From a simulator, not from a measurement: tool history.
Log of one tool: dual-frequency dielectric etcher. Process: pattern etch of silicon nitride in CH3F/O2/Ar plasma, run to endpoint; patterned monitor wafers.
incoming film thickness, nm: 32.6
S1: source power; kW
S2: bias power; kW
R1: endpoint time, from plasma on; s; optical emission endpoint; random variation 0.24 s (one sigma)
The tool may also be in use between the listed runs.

| run | hour | S1 | S2 | R1 |
|---|---|---|---|---|
| 1 | 0.0 | 0.290 | 0.067 | 55.413 |
| 2 | 4.2 | 0.290 | 0.056 | 59.523 |
| 3 | 9.9 | 0.300 | 0.058 | 57.643 |
| 4 | 16.6 | 0.250 | 0.058 | 62.081 |
| 5 | 19.4 | 0.270 | 0.060 | 59.873 |
| 6 | 20.0 | 0.290 | 0.060 | 57.583 |

Forecast run 7:
| 7 | 22.8 | 0.350 | 0.066 | ? |

Run 7 gave R1 52.032 s.
